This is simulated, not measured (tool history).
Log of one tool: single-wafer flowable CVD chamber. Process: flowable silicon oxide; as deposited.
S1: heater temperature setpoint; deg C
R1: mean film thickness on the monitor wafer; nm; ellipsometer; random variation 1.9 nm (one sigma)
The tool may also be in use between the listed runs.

run 1 day=0 | S1=90 chamber_pressure_(Pa)=131.7 RF_power_(kW)=1.895 deposition_time_(s)=543 | R1=551.25
run 2 day=0.204 | S1=89 chamber_pressure_(Pa)=131.7 RF_power_(kW)=1.895 deposition_time_(s)=543 | R1=563
run 3 day=0.492 | S1=89 chamber_pressure_(Pa)=131.7 RF_power_(kW)=2.095 deposition_time_(s)=543 | R1=577.41
run 4 day=0.85 | S1=88 chamber_pressure_(Pa)=131.7 RF_power_(kW)=2.095 deposition_time_(s)=543 | R1=590.22
run 5 day=1.183 | S1=83 chamber_pressure_(Pa)=131.7 RF_power_(kW)=2.095 deposition_time_(s)=543 | R1=672.11
run 6 day=1.304 | S1=84 chamber_pressure_(Pa)=131.7 RF_power_(kW)=2.095 deposition_time_(s)=543 | R1=658.79
run 7 day=1.421 | S1=85 chamber_pressure_(Pa)=131.7 RF_power_(kW)=2.095 deposition_time_(s)=543 | R1=640.77

The next listed run, before its measurement:
run 8 day=1.692 | S1=85 chamber_pressure_(Pa)=131.7 RF_power_(kW)=2.095 deposition_time_(s)=543 | R1=?

R1: 636.69 nm
